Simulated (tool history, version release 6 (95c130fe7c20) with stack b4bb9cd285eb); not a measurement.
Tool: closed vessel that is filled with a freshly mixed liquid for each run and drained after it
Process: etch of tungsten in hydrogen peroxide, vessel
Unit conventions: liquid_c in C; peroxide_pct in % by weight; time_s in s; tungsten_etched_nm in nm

| run | hour | liquid_c | peroxide_pct | time_s | tungsten_etched_nm |
|---|---|---|---|---|---|
| 1 | 0.0 | 56.0 | 20.5 | 30 | 42.888 |
| 2 | 5.7 | 55.5 | 20.5 | 30 | 41.606 |
| 3 | 7.2 | 55.5 | 20.5 | 30 | 41.515 |
| 4 | 13.3 | 50.0 | 20.5 | 30 | 29.871 |
| 5 | 20.1 | 51.0 | 20.5 | 30 | 31.812 |
| 6 | 24.3 | 51.5 | 20.5 | 30 | 32.814 |

For run 7, what comes out?
| 7 | 32.8 | 52.0 | 20.5 | 30 | ? |

tungsten_etched_nm: 33.727 nm
